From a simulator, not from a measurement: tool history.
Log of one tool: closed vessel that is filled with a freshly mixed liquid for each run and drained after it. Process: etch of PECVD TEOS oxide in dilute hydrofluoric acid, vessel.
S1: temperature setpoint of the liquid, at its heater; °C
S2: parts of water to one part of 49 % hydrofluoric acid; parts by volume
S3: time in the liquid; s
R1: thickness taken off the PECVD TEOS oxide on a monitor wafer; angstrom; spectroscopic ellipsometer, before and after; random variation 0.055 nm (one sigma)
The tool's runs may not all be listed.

run 1 hour=0.0 | S1=23.0 S2=80 S3=30 | R1=47.396
run 2 hour=9.2 | S1=23.0 S2=80 S3=30 | R1=46.976
run 3 hour=12.1 | S1=23.0 S2=100 S3=30 | R1=36.707
run 4 hour=13.1 | S1=24.5 S2=95 S3=30 | R1=41.271
run 5 hour=19.3 | S1=24.5 S2=110 S3=30 | R1=35.500
run 6 hour=28.4 | S1=24.5 S2=110 S3=30 | R1=35.708
run 7 hour=37.5 | S1=28.5 S2=80 S3=30 | R1=59.872

Forecast run 8:
run 8 hour=46.3 | S1=29.0 S2=80 S3=30 | R1=?

{"run 8": {"R1": 59.63}}

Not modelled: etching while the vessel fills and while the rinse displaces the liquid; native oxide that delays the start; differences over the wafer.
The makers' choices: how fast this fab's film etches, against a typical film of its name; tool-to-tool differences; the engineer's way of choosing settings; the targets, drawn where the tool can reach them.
